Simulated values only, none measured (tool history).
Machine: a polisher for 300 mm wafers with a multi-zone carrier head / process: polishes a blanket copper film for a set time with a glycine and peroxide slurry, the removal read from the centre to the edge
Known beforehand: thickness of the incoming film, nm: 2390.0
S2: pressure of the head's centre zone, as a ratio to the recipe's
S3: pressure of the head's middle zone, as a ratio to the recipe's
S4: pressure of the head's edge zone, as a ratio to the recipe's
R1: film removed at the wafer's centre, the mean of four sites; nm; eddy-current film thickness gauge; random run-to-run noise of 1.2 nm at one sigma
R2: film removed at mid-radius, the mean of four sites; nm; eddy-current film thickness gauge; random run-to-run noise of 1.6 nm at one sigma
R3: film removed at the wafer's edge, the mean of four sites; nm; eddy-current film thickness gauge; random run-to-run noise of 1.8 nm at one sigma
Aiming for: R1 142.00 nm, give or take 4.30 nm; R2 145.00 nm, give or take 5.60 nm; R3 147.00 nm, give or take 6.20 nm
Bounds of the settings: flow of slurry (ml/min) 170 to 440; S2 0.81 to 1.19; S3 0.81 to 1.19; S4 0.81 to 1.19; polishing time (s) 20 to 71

{"run": 1, "hour": 0.0, "flow of slurry (ml/min)": 280, "S2": 1.0, "S3": 1.0, "S4": 1.0, "polishing time (s)": 45, "R1": 256.76, "R2": 262.03, "R3": 255.21}
{"run": 2, "hour": 6.2, "flow of slurry (ml/min)": 280, "S2": 0.99, "S3": 0.98, "S4": 0.98, "polishing time (s)": 42, "R1": 238.08, "R2": 239.2, "R3": 233.92}
{"run": 3, "hour": 14.3, "flow of slurry (ml/min)": 275, "S2": 0.97, "S3": 0.96, "S4": 0.96, "polishing time (s)": 40, "R1": 219.6, "R2": 223.57, "R3": 223.71}
{"run": 4, "hour": 17.7, "flow of slurry (ml/min)": 240, "S2": 0.97, "S3": 0.96, "S4": 0.96, "polishing time (s)": 40, "R1": 214.09, "R2": 220.23, "R3": 223.55}
{"run": 5, "hour": 18.8, "flow of slurry (ml/min)": 180, "S2": 0.97, "S3": 0.96, "S4": 0.96, "polishing time (s)": 40, "R1": 205.03, "R2": 209.07, "R3": 212.46}
{"run": 6, "hour": 27.5, "flow of slurry (ml/min)": 180, "S2": 0.97, "S3": 1.03, "S4": 0.96, "polishing time (s)": 40, "R1": 205.44, "R2": 217.45, "R3": 211.58}
{"run": 7, "hour": 31.7, "flow of slurry (ml/min)": 180, "S2": 0.97, "S3": 1.02, "S4": 0.95, "polishing time (s)": 38, "R1": 195.24, "R2": 206.98, "R3": 198.77}
{"run": 8, "hour": 35.9, "flow of slurry (ml/min)": 180, "S2": 0.97, "S3": 1.01, "S4": 0.94, "polishing time (s)": 36, "R1": 185.11, "R2": 191.17, "R3": 184.85}
{"run": 9, "hour": 42.3, "flow of slurry (ml/min)": 190, "S2": 0.87, "S3": 0.91, "S4": 0.84, "polishing time (s)": 29, "R1": 135.6, "R2": 150.29, "R3": 145.68}
{"run": 10, "hour": 43.9, "flow of slurry (ml/min)": 190, "S2": 0.88, "S3": 0.9, "S4": 0.84, "polishing time (s)": 29, "R1": 134.48, "R2": 151.51, "R3": 145.26}
{"run": 11, "hour": 49.6, "flow of slurry (ml/min)": 190, "S2": 0.89, "S3": 0.89, "S4": 0.84, "polishing time (s)": 29, "R1": 136.12, "R2": 148.84, "R3": 147.96}

Which single option among these 5 for the next run brings every result within its allowed miss of target? Just one does.
{"run": "A", "hour": 55.3, "flow of slurry (ml/min)": 280, "S2": 0.93, "S3": 0.87, "S4": 0.91, "polishing time (s)": 27, "R1": "?", "R2": "?", "R3": "?"}
{"run": "B", "hour": 55.3, "flow of slurry (ml/min)": 170, "S2": 0.82, "S3": 0.81, "S4": 1.0, "polishing time (s)": 30, "R1": "?", "R2": "?", "R3": "?"}
{"run": "C", "hour": 55.3, "flow of slurry (ml/min)": 210, "S2": 0.88, "S3": 0.92, "S4": 0.81, "polishing time (s)": 28, "R1": "?", "R2": "?", "R3": "?"}
{"run": "D", "hour": 55.3, "flow of slurry (ml/min)": 170, "S2": 0.81, "S3": 0.86, "S4": 0.83, "polishing time (s)": 30, "R1": "?", "R2": "?", "R3": "?"}
{"run": "E", "hour": 55.3, "flow of slurry (ml/min)": 180, "S2": 0.86, "S3": 0.81, "S4": 0.99, "polishing time (s)": 28, "R1": "?", "R2": "?", "R3": "?"}

move=A R1=144.02 R2=143.87 R3=147.60
move=B R1=129.13 R2=143.62 R3=161.25
move=C R1=135.27 R2=147.06 R3=141.80
move=D R1=127.56 R2=147.27 R3=149.16
move=E R1=128.12 R2=135.58 R3=151.10
A: meets every target
B: lands further from the targets than the last run did
C: lands further from the targets than the last run did
D: lands further from the targets than the last run did
E: lands further from the targets than the last run did
The move that meets every target is A.
